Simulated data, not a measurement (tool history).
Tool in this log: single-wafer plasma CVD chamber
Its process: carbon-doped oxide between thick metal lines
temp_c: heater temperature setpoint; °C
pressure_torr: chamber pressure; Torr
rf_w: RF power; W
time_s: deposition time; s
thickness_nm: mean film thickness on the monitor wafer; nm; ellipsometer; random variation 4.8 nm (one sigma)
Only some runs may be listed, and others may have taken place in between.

run	hour	temp_c	pressure_torr	rf_w	time_s	thickness_nm
1	0	340	6.53	565	220	1155.4
2	0.5	340	6.53	565	228	1201.3
3	7.1	347	5.79	515	226	1059.8
4	11.1	347	5.79	515	228	1078.8
5	19.8	350	5.44	480	226	971.68
6	27.3	350	6.17	480	226	1004.4
7	34.6	352	5.74	455	226	944.42
8	38.5	354	5.39	440	226	890.06

Run 9 is up next; what results do you expect?
9	43.3	356	5.16	435	226	?

Run 9 came out at thickness_nm 855.56 nm.
